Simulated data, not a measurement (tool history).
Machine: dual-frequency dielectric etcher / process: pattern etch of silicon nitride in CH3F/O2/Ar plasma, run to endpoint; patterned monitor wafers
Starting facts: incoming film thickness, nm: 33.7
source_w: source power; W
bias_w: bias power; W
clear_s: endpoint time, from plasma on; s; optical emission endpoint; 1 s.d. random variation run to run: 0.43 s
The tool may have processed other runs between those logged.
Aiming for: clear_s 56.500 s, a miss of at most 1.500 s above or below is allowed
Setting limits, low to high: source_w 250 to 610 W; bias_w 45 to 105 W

run,hour,source_w,bias_w,clear_s
1,0.0,430,75,45.759
2,8.0,410,73,47.848
3,14.0,410,84,45.802
4,17.3,390,83,46.471
5,21.4,390,93,43.474
6,29.2,460,93,40.411
7,31.0,440,91,41.714
8,33.1,420,89,42.994
9,39.5,400,87,45.230
10,43.2,380,86,45.858
11,48.5,360,84,47.966
12,53.2,350,83,49.266
13,54.4,340,83,49.402

Pick the move, out of 5, that brings all results within their allowed miss; only one does.
A,55.6,260,73,?
B,55.6,260,98,?
C,55.6,290,86,?
D,55.6,290,77,?
E,55.6,300,87,?

move,clear_s
A,61.906
B,53.676
C,53.694
D,56.623
E,52.407
A: takes the result that was furthest off past its target
B: nearer the targets than the last run, but a result is still out of spec
C: nearer the targets than the last run, but a result is still out of spec
D: each result inside its tolerance
E: nearer the targets than the last run, but a result is still out of spec
D is the move that brings every result within its allowed miss.
